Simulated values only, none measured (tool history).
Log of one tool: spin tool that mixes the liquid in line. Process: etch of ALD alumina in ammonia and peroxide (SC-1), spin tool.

run,hour,temperature setpoint of the liquid (°C),parts of 29 % ammonia solution to one part of 30 % peroxide (parts by volume),time under the liquid (s),thickness taken off the ALD alumina on a monitor wafer (Å)
1,0.0,47.0,0.45,260,102.89
2,5.1,49.0,0.45,260,113.72
3,6.4,51.0,0.45,260,128.19
4,13.5,52.5,0.45,260,140.42
5,19.2,54.0,0.45,260,149.57
6,27.8,47.0,0.45,260,101.96
7,36.1,49.0,0.45,260,114.20
8,40.9,51.0,0.45,260,127.22

Forecast run 9:
9,44.5,52.5,0.45,260,?

thickness taken off the ALD alumina on a monitor wafer (Å): 138.22
